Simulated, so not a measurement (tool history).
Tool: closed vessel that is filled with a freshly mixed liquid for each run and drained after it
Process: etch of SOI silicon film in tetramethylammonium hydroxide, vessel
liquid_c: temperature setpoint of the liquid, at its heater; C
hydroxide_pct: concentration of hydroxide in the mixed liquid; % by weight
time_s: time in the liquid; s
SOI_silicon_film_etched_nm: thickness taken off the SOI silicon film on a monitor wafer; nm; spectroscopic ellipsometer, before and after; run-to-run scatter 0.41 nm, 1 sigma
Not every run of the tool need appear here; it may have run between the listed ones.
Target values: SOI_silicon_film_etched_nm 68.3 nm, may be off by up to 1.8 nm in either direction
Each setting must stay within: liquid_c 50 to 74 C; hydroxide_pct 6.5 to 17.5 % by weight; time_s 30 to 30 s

{"run": 1, "hour": 0.0, "liquid_c": 61, "hydroxide_pct": 12, "time_s": 30, "SOI_silicon_film_etched_nm": 126.85}
{"run": 2, "hour": 5.4, "liquid_c": 59.5, "hydroxide_pct": 12, "time_s": 30, "SOI_silicon_film_etched_nm": 116.53}
{"run": 3, "hour": 7.9, "liquid_c": 58, "hydroxide_pct": 12, "time_s": 30, "SOI_silicon_film_etched_nm": 106.43}
{"run": 4, "hour": 9.9, "liquid_c": 58, "hydroxide_pct": 14.5, "time_s": 30, "SOI_silicon_film_etched_nm": 96.318}
{"run": 5, "hour": 13.7, "liquid_c": 57, "hydroxide_pct": 14.5, "time_s": 30, "SOI_silicon_film_etched_nm": 89.916}
{"run": 6, "hour": 22.3, "liquid_c": 57, "hydroxide_pct": 14.5, "time_s": 30, "SOI_silicon_film_etched_nm": 89.257}
{"run": 7, "hour": 30.3, "liquid_c": 56.5, "hydroxide_pct": 14.5, "time_s": 30, "SOI_silicon_film_etched_nm": 88.198}
{"run": 8, "hour": 35.2, "liquid_c": 56, "hydroxide_pct": 14.5, "time_s": 30, "SOI_silicon_film_etched_nm": 85.056}
{"run": 9, "hour": 36.3, "liquid_c": 55.5, "hydroxide_pct": 14.5, "time_s": 30, "SOI_silicon_film_etched_nm": 81.936}
{"run": 10, "hour": 45.0, "liquid_c": 55, "hydroxide_pct": 14.5, "time_s": 30, "SOI_silicon_film_etched_nm": 78.751}
{"run": 11, "hour": 49.2, "liquid_c": 54.5, "hydroxide_pct": 14.5, "time_s": 30, "SOI_silicon_film_etched_nm": 76.524}

Exercise: of the 4 proposed moves below, exactly one satisfies all targets within the stated allowed misses. Which move is it?
{"run": "A", "hour": 53.4, "liquid_c": 51.5, "hydroxide_pct": 12.5, "time_s": 30, "SOI_silicon_film_etched_nm": "?"}
{"run": "B", "hour": 53.4, "liquid_c": 51.5, "hydroxide_pct": 14, "time_s": 30, "SOI_silicon_film_etched_nm": "?"}
{"run": "C", "hour": 53.4, "liquid_c": 52, "hydroxide_pct": 14.5, "time_s": 30, "SOI_silicon_film_etched_nm": "?"}
{"run": "D", "hour": 53.4, "liquid_c": 54, "hydroxide_pct": 15.5, "time_s": 30, "SOI_silicon_film_etched_nm": "?"}

move=A SOI_silicon_film_etched_nm=67.745
move=B SOI_silicon_film_etched_nm=64.247
move=C SOI_silicon_film_etched_nm=65.196
move=D SOI_silicon_film_etched_nm=72.173
A: in spec on every target
B: pushes the last run's worst result past its target
C: pushes the last run's worst result past its target
D: gains on the last run, yet a result remains outside its allowed miss
So the answer is move A, the one that meets all the targets.
